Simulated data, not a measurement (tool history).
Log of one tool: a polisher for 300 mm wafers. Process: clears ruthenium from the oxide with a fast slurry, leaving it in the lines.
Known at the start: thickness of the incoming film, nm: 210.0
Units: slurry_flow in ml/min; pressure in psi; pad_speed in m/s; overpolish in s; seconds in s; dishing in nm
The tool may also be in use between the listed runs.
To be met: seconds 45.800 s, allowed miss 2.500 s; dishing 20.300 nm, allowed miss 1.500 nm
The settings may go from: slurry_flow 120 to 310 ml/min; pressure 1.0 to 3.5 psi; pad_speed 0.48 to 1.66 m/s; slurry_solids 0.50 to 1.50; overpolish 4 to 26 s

run  hour  slurry_flow  pressure  pad_speed  slurry_solids  overpolish  seconds  dishing
  1   0.0          200       2.2       1.06           1.00          13   72.960   19.898
  2   5.6          200       2.5       1.08           1.00          11   63.909   19.989
  3  11.7          200       2.7       1.10           1.00          10   58.816   20.018
  4  18.6          200       2.7       0.98           1.00          10   65.961   18.519
  5  21.9          200       2.9       1.00           1.00           9   59.983   19.119
  6  26.2          200       3.1       1.02           1.00           8   54.995   18.309
  7  28.9          200       3.2       1.04           1.00           8   52.310   18.710
  8  31.8          200       3.3       1.04           1.00           8   50.362   18.672
  9  34.9          200       3.4       1.04           1.00           8   49.495   18.877
 10  35.8          200       3.4       1.06           1.00           8   48.635   19.782

4 next moves are on the table. One of them brings every result within its allowed miss. Which?
  A  36.7          245       3.5       1.12           1.10           7        ?        ?
  B  36.7          170       3.4       1.26           0.85           8        ?        ?
  C  36.7          210       3.5       1.24           1.10           7        ?        ?
  D  36.7          200       3.3       1.32           1.05           5        ?        ?

move  seconds  dishing
   A   42.364   19.574
   B   45.492   20.300
   C   39.133   20.499
   D   39.998   16.380
A: takes the result that was furthest off past its target
B: meets every target
C: takes the result that was furthest off past its target
D: takes the result that was furthest off past its target
Move B is the one to make.

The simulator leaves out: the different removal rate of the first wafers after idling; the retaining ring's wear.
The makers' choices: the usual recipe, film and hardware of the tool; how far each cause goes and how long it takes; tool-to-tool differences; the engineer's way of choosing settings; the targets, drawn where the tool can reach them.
